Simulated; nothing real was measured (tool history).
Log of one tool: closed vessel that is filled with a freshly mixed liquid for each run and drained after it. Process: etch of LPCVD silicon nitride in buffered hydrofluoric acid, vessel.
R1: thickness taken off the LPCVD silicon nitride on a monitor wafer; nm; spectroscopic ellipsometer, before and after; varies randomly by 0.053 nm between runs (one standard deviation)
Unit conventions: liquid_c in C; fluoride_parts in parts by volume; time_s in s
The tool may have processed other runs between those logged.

run 1 hour=0.0 | liquid_c=22.0 fluoride_parts=14.5 time_s=225 | R1=1.9457
run 2 hour=4.0 | liquid_c=22.0 fluoride_parts=14.5 time_s=225 | R1=2.0059
run 3 hour=6.8 | liquid_c=24.0 fluoride_parts=12.5 time_s=225 | R1=2.5991
run 4 hour=9.8 | liquid_c=24.0 fluoride_parts=12.5 time_s=225 | R1=2.5706
run 5 hour=18.8 | liquid_c=24.0 fluoride_parts=15.0 time_s=225 | R1=2.1463
run 6 hour=26.6 | liquid_c=22.0 fluoride_parts=15.0 time_s=225 | R1=1.9284
run 7 hour=31.3 | liquid_c=24.0 fluoride_parts=13.0 time_s=225 | R1=2.4827
run 8 hour=39.9 | liquid_c=25.5 fluoride_parts=11.5 time_s=225 | R1=3.0240
run 9 hour=43.3 | liquid_c=26.5 fluoride_parts=10.5 time_s=225 | R1=3.4832
run 10 hour=51.7 | liquid_c=27.5 fluoride_parts=9.5 time_s=225 | R1=4.0659
run 11 hour=55.0 | liquid_c=28.0 fluoride_parts=9.0 time_s=225 | R1=4.3745
run 12 hour=56.6 | liquid_c=28.5 fluoride_parts=8.5 time_s=225 | R1=4.7171
-- hour=58.8 hydrofluoric acid flow meter replaced
run 13 hour=58.8 | liquid_c=30.0 fluoride_parts=8.0 time_s=225 | R1=6.0304

Estimate the outcome of run 14 from the log above:
run 14 hour=61.6 | liquid_c=29.5 fluoride_parts=8.0 time_s=225 | R1=?

Run 14 measured R1 5.8372 nm.
